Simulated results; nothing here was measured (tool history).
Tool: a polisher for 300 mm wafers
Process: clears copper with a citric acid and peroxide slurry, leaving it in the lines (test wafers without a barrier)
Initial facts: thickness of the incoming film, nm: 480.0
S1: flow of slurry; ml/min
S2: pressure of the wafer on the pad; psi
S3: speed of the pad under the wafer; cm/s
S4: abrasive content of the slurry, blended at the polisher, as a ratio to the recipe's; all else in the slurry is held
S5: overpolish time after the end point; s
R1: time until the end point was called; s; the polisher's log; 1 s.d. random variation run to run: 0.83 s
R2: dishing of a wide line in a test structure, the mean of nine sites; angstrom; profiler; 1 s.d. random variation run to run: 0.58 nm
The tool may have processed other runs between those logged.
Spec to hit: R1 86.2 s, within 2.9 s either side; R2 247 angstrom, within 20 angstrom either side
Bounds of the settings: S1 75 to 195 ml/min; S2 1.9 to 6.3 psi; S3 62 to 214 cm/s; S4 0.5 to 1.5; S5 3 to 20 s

run	hour	S1	S2	S3	S4	S5	R1	R2
1	0	125	4.1	138	1	10	146.86	249.21
2	8.3	145	4.1	138	1	10	141.44	246.07
3	14.5	165	4.1	138	1	10	138.58	260.96
4	22	165	4.1	168	1	10	118.66	279.62
5	24.2	165	4.1	144	1	10	134.18	251.68
6	26.6	165	3.7	144	1	10	149.68	236.44
7	28	165	4.2	146	1	9	129.47	239.52
8	31.7	165	4.6	146	1	8	117.36	230.61
9	33.1	165	4.9	146	1	8	110.99	262.35
10	38.7	165	5.1	148	1	7	106.53	232.62

4 next moves are on the table. One of them brings every result within its allowed miss. Which?
A	44.3	195	5.1	168	1.05	5	?	?
B	44.3	135	4.9	204	1	5	?	?
C	44.3	175	5.8	160	1	7	?	?
D	44.3	165	5.7	166	0.95	6	?	?

move	R1	R2
A	90.746	196.9
B	85.173	208.95
C	86.227	284.17
D	86.94	244.05
A: closes in on the targets versus the last run, not all within tolerance yet
B: brings the last run's worst result on target, with another outside its allowed miss
C: brings the last run's worst result on target, with another outside its allowed miss
D: every result within its allowed miss
The right move is D.

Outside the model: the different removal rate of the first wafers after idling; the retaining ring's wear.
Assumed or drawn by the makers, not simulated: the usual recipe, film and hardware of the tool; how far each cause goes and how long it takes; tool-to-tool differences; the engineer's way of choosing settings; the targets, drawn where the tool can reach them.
